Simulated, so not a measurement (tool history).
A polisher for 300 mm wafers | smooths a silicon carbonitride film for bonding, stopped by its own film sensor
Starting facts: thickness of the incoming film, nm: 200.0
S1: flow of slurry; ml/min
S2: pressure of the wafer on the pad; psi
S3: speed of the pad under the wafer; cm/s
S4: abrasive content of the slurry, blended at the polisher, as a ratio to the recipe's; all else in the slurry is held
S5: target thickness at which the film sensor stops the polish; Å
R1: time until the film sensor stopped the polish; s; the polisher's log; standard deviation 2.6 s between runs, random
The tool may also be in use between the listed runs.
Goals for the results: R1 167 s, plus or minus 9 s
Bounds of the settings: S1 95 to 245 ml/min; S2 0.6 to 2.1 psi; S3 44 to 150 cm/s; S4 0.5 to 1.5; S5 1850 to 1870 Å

| run | hour | S1 | S2 | S3 | S4 | S5 | R1 |
|---|---|---|---|---|---|---|---|
| 1 | 0 | 155 | 1.3 | 96 | 1 | 1850 | 108.29 |
| 2 | 7.7 | 155 | 1.3 | 96 | 1.1 | 1850 | 104.27 |
| 3 | 10.2 | 155 | 1.6 | 96 | 1.1 | 1850 | 84.71 |
| 4 | 13.9 | 155 | 1.5 | 94 | 1.1 | 1850 | 90.785 |
| 5 | 22.4 | 195 | 1.5 | 94 | 1.1 | 1850 | 88.337 |
| 6 | 29.9 | 195 | 1.5 | 94 | 1.1 | 1850 | 89.19 |
| 7 | 33.2 | 195 | 1.4 | 92 | 1.1 | 1850 | 98.308 |
| 8 | 36.5 | 190 | 1 | 86 | 1.1 | 1850 | 136.78 |

Of the 5 settings listed for the next run, only one would bring every result within its allowed miss of target. Which one?
| A | 39.8 | 180 | 1.1 | 86 | 1.35 | 1850 | ? |
| B | 39.8 | 200 | 1 | 86 | 1 | 1870 | ? |
| C | 39.8 | 165 | 1 | 52 | 1.05 | 1860 | ? |
| D | 39.8 | 210 | 1.3 | 62 | 1.05 | 1850 | ? |
| E | 39.8 | 190 | 0.8 | 102 | 0.95 | 1850 | ? |

| move | R1 |
|---|---|
| A | 118.1 |
| B | 126.21 |
| C | 184.77 |
| D | 133.96 |
| E | 166.91 |
A: misses by more than the last run did
B: misses by more than the last run did
C: takes the result that was furthest off past its target
D: misses by more than the last run did
E: meets every target
Go with E: it meets all targets.
